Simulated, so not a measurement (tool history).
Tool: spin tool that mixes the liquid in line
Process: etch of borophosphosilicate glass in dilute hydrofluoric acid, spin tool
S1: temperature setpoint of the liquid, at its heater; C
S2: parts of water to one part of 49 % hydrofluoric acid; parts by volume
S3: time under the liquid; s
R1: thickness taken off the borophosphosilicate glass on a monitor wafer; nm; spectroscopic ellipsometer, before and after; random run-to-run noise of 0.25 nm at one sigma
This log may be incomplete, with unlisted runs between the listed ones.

run,hour,S1,S2,S3,R1
1,0,22,185,230,34.133
2,2.8,24.5,175,230,40.279
3,4.5,24.5,210,230,32.215
4,6.1,24.5,210,245,34.419
5,9.8,26.5,195,245,40.249
6,16.6,26.5,195,230,37.867
7,22.8,27.5,185,230,42.045

Forecast run 8:
8,23.5,30,155,230,?

Run 8 produced R1 56.982 nm.
